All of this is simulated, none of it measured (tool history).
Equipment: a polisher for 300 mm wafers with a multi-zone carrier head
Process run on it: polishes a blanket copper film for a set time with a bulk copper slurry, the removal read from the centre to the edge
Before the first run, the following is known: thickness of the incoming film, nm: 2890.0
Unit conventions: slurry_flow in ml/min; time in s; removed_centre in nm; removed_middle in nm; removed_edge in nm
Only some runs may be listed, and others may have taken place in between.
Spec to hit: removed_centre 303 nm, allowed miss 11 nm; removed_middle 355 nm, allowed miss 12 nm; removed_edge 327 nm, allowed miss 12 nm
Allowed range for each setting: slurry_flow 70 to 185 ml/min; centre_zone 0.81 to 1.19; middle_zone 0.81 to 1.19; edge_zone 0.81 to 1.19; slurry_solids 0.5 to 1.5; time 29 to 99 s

run 1 hour=0 | slurry_flow=120 centre_zone=1 middle_zone=1 edge_zone=1 slurry_solids=1 time=64 | removed_centre=564.74 removed_middle=573.3 removed_edge=577.22
run 2 hour=1.6 | slurry_flow=120 centre_zone=1 middle_zone=1 edge_zone=1.08 slurry_solids=1 time=64 | removed_centre=555.18 removed_middle=576.58 removed_edge=590.57
run 3 hour=8.6 | slurry_flow=115 centre_zone=0.98 middle_zone=1.03 edge_zone=1.03 slurry_solids=0.85 time=55 | removed_centre=462.26 removed_middle=494.53 removed_edge=478.4
run 4 hour=9.1 | slurry_flow=115 centre_zone=0.98 middle_zone=1.03 edge_zone=1.03 slurry_solids=0.85 time=49 | removed_centre=402.91 removed_middle=440.72 removed_edge=430.45
run 5 hour=16.6 | slurry_flow=115 centre_zone=0.98 middle_zone=1.03 edge_zone=1.03 slurry_solids=0.85 time=41 | removed_centre=346.56 removed_middle=363.83 removed_edge=360.58
run 6 hour=23.6 | slurry_flow=115 centre_zone=0.98 middle_zone=1.03 edge_zone=1.03 slurry_solids=0.7 time=41 | removed_centre=330.36 removed_middle=352.41 removed_edge=346.41
run 7 hour=24.9 | slurry_flow=110 centre_zone=0.96 middle_zone=1.04 edge_zone=1.01 slurry_solids=0.65 time=41 | removed_centre=321.67 removed_middle=355.85 removed_edge=336.36
run 8 hour=28.9 | slurry_flow=110 centre_zone=0.96 middle_zone=1.04 edge_zone=1.01 slurry_solids=0.65 time=41 | removed_centre=317.2 removed_middle=358.86 removed_edge=338.64
run 9 hour=33.7 | slurry_flow=105 centre_zone=0.96 middle_zone=1.04 edge_zone=1 slurry_solids=0.65 time=41 | removed_centre=319.67 removed_middle=344.53 removed_edge=331.63

Below are 4 possible settings for the next run. Only one of them brings all results inside the allowed miss of their targets. Which is it?
run A hour=38.5 | slurry_flow=95 centre_zone=1.03 middle_zone=1.04 edge_zone=0.96 slurry_solids=0.65 time=41 | removed_centre=? removed_middle=? removed_edge=?
run B hour=38.5 | slurry_flow=125 centre_zone=0.98 middle_zone=0.97 edge_zone=0.93 slurry_solids=0.75 time=39 | removed_centre=? removed_middle=? removed_edge=?
run C hour=38.5 | slurry_flow=130 centre_zone=0.89 middle_zone=1.16 edge_zone=1.02 slurry_solids=0.55 time=38 | removed_centre=? removed_middle=? removed_edge=?
run D hour=38.5 | slurry_flow=90 centre_zone=0.96 middle_zone=1.14 edge_zone=1.02 slurry_solids=0.5 time=42 | removed_centre=? removed_middle=? removed_edge=?

move=A removed_centre=328.13 removed_middle=346.63 removed_edge=325.48
move=B removed_centre=321.68 removed_middle=337.99 removed_edge=322.74
move=C removed_centre=276.25 removed_middle=362.02 removed_edge=317.18
move=D removed_centre=299.81 removed_middle=363.37 removed_edge=329.98
A: lands further from the targets than the last run did
B: lands further from the targets than the last run did
C: moves the result that the last run missed by most past its target, out the other side
D: meets every target
D meets every target.

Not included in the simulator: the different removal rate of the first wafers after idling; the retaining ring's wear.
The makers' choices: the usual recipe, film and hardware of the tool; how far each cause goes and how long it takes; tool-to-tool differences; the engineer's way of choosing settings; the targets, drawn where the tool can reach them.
